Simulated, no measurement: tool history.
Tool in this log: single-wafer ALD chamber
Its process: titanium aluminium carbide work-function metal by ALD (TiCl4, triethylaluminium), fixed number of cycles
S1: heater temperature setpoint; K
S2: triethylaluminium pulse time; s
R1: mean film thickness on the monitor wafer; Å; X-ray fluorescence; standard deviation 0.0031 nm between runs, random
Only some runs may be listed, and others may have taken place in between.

run,hour,S1,S2,R1
1,0,568.15,7.05,18.308
2,3.3,562.15,5.92,16.815
3,6.6,562.15,4.72,15.316
4,14.6,555.15,4.72,14.79
5,22.2,555.15,3.88,13.208
6,30.1,552.15,3.82,12.953
7,37.8,550.15,3.79,12.729
8,39.8,549.15,3.77,12.637
9,45.4,548.15,3.74,12.417

Run 10 comes next. What will it give?
10,50.9,547.15,3.74,?

{"run 10": {"R1": 12.444}}
